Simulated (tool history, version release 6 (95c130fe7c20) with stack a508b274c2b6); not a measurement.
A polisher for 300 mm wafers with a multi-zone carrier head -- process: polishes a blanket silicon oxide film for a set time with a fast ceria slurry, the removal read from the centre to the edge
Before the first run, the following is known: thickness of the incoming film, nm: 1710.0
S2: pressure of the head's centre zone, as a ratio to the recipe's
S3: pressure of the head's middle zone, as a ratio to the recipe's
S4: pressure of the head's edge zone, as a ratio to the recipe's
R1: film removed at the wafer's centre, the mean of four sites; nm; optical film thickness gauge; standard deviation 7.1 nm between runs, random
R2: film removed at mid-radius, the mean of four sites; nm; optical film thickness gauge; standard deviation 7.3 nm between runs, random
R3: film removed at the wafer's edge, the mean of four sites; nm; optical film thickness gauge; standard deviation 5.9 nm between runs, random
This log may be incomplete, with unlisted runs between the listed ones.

{"run": 1, "hour": 0.0, "flow of slurry (ml/min)": 265, "S2": 1.0, "S3": 1.0, "S4": 1.0, "polishing time (s)": 49, "R1": 503.39, "R2": 509.58, "R3": 513.57}
{"run": 2, "hour": 5.6, "flow of slurry (ml/min)": 265, "S2": 0.98, "S3": 1.02, "S4": 1.03, "polishing time (s)": 50, "R1": 495.98, "R2": 515.08, "R3": 538.48}
{"run": 3, "hour": 6.8, "flow of slurry (ml/min)": 265, "S2": 1.06, "S3": 1.02, "S4": 1.03, "polishing time (s)": 50, "R1": 542.26, "R2": 514.17, "R3": 529.72}
{"run": 4, "hour": 8.3, "flow of slurry (ml/min)": 270, "S2": 1.03, "S3": 1.05, "S4": 1.04, "polishing time (s)": 51, "R1": 529.48, "R2": 545.12, "R3": 545.02}
{"run": 5, "hour": 11.7, "flow of slurry (ml/min)": 270, "S2": 1.03, "S3": 1.05, "S4": 1.04, "polishing time (s)": 42, "R1": 446.82, "R2": 448.37, "R3": 444.25}
{"run": 6, "hour": 13.9, "flow of slurry (ml/min)": 270, "S2": 0.96, "S3": 1.05, "S4": 1.04, "polishing time (s)": 42, "R1": 417.52, "R2": 450.59, "R3": 443.45}
{"run": 7, "hour": 16.3, "flow of slurry (ml/min)": 270, "S2": 0.95, "S3": 1.06, "S4": 1.05, "polishing time (s)": 44, "R1": 427.91, "R2": 467.79, "R3": 470.83}

Run 8 has not been measured yet. What should we expect?
{"run": 8, "hour": 21.6, "flow of slurry (ml/min)": 295, "S2": 0.91, "S3": 1.16, "S4": 1.14, "polishing time (s)": 54, "R1": "?", "R2": "?", "R3": "?"}

For run 8 the tool returned R1 494.35 nm, R2 624.36 nm, R3 618.35 nm.

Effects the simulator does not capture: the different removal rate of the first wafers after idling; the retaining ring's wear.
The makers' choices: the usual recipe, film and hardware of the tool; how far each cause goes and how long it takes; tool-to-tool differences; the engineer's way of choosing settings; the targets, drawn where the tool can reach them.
